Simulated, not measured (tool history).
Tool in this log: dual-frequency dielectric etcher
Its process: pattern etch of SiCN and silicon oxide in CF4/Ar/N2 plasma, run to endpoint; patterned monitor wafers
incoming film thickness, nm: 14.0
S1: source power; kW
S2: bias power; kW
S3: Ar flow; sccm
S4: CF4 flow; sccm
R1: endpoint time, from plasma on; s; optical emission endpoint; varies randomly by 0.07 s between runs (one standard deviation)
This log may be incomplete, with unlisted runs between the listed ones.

run  hour     S1     S2  S3  S4      R1
  1   0.0  0.540  0.091  96  67  11.789
  2   1.4  0.540  0.091  96  75  11.644
  3   6.8  0.570  0.092  96  75  10.897
  4  13.8  0.590  0.092  96  75  10.463
     15.2  -- source power generator calibrated
  5  15.2  0.590  0.100  96  75  10.685
  6  23.3  0.590  0.100  88  75  10.685

The next listed run, before its measurement:
  7  24.1  0.610  0.100  88  75   ?

R1: 10.134 s
